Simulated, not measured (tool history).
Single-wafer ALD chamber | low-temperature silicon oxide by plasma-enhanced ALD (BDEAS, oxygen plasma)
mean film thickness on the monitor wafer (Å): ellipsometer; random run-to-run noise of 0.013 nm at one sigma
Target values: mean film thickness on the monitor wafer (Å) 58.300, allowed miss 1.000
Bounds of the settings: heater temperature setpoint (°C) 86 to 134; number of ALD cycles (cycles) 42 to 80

run	hour	heater temperature setpoint (°C)	number of ALD cycles (cycles)	mean film thickness on the monitor wafer (Å)
1	0.0	110	61	78.513
2	8.6	112	55	70.931
3	9.8	120	55	69.671
4	14.0	122	52	65.635
5	16.4	124	50	63.119
6	19.3	125	49	61.398
7	27.2	126	48	60.272
8	31.3	126	48	60.309

Which one of the following 5 next-run settings gets every result inside its allowed miss? There is exactly one.
A	35.4	134	49	?
B	35.4	123	48	?
C	35.4	124	48	?
D	35.4	113	47	?
E	35.4	119	46	?

move	mean film thickness on the monitor wafer (Å)
A	60.571
B	60.441
C	60.340
D	60.166
E	58.307
A: misses by more than the last run did
B: misses by more than the last run did
C: about the same distance from the targets as the last run
D: moves toward the targets from the last run without getting all of them in spec
E: hits every target within its allowed miss
So the answer is move E, the one that meets all the targets.
